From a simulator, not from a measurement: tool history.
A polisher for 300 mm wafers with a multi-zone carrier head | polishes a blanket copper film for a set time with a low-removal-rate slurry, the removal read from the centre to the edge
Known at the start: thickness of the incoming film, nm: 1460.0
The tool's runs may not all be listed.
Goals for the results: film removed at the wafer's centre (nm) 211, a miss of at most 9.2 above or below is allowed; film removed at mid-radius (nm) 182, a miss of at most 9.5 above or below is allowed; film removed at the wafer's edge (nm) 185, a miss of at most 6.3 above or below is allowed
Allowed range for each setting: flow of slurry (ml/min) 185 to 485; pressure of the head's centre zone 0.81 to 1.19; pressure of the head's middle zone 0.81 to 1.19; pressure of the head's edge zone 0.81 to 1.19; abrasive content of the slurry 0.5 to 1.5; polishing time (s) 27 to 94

run	hour	flow of slurry (ml/min)	pressure of the head's centre zone	pressure of the head's middle zone	pressure of the head's edge zone	abrasive content of the slurry	polishing time (s)	film removed at the wafer's centre (nm)	film removed at mid-radius (nm)	film removed at the wafer's edge (nm)
1	0	310	1	1	1	1	60	154.86	155.77	151.88
2	8.3	310	1.02	1	1.01	1.05	60	160.36	161.33	153.2
3	12.8	310	1.02	1.06	1.01	1.05	60	160.99	159.13	153.59
4	16.4	310	1.04	1.06	1.03	1.1	60	164.26	164.46	152.54
5	23.9	310	1.09	1.06	1.03	1.1	60	173.89	166.5	154.75
6	31	310	1.09	1.13	1.03	1.1	60	173.27	173.72	153.74
7	32.6	310	1.09	1.13	1.03	1.1	60	172.82	172.41	152.47
8	36.2	310	1.1	1.1	1.04	1.15	61	176.04	178.53	160.69
9	42	315	1.11	1.07	1.04	1.15	62	180.35	176.73	161.96
10	47.6	315	1.12	1.05	1.04	1.15	63	188.64	170.18	165.27

Below are 4 possible settings for the next run. Only one of them brings all results inside the allowed miss of their targets. Which is it?
A	53.2	275	0.96	1.06	1.14	1.2	74	?	?	?
B	53.2	335	1.14	0.99	1.08	1.1	70	?	?	?
C	53.2	265	1.01	1.04	1.15	1.45	71	?	?	?
D	53.2	300	1.02	1.12	1.05	1.15	70	?	?	?

move	film removed at the wafer's centre (nm)	film removed at mid-radius (nm)	film removed at the wafer's edge (nm)
A	190.86	206.35	198.51
B	213.85	185.3	182.4
C	199.45	202.23	198.04
D	191.55	202.19	180.69
A: pushes the last run's worst result past its target
B: meets every target
C: pushes the last run's worst result past its target
D: gets the furthest-off result to its target, but another result is out of tolerance
Move B is the one to make.

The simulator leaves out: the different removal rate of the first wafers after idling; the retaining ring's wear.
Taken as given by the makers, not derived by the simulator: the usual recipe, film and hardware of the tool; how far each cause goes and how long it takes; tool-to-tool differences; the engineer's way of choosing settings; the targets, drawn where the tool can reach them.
